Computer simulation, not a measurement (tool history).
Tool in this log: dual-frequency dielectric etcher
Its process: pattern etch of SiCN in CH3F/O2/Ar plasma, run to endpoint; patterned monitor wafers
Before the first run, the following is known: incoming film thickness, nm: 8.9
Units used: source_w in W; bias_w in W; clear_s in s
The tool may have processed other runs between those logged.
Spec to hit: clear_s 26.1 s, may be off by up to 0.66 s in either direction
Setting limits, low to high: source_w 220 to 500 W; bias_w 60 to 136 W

{"run": 1, "hour": 0.0, "source_w": 360, "bias_w": 98, "clear_s": 21.595}
{"run": 2, "hour": 5.5, "source_w": 340, "bias_w": 95, "clear_s": 22.638}
{"run": 3, "hour": 9.9, "source_w": 320, "bias_w": 94, "clear_s": 23.677}
{"run": 4, "hour": 15.9, "source_w": 320, "bias_w": 108, "clear_s": 21.769}
{"run": 5, "hour": 17.9, "source_w": 300, "bias_w": 106, "clear_s": 23.126}
{"run": 6, "hour": 23.0, "source_w": 290, "bias_w": 106, "clear_s": 23.548}
{"run": 7, "hour": 31.9, "source_w": 280, "bias_w": 106, "clear_s": 23.991}
{"run": 8, "hour": 38.2, "source_w": 270, "bias_w": 106, "clear_s": 24.614}

Next run, 4 choices. One meets every target within its allowed miss, the rest don't. Which?
{"run": "A", "hour": 44.5, "source_w": 250, "bias_w": 97, "clear_s": "?"}
{"run": "B", "hour": 44.5, "source_w": 240, "bias_w": 114, "clear_s": "?"}
{"run": "C", "hour": 44.5, "source_w": 220, "bias_w": 121, "clear_s": "?"}
{"run": "D", "hour": 44.5, "source_w": 240, "bias_w": 103, "clear_s": "?"}

move=A clear_s=28.028
move=B clear_s=26.329
move=C clear_s=28.03
move=D clear_s=27.944
A: moves the result that the last run missed by most past its target, out the other side
B: all results in spec
C: moves the result that the last run missed by most past its target, out the other side
D: moves the result that the last run missed by most past its target, out the other side
Answer: B

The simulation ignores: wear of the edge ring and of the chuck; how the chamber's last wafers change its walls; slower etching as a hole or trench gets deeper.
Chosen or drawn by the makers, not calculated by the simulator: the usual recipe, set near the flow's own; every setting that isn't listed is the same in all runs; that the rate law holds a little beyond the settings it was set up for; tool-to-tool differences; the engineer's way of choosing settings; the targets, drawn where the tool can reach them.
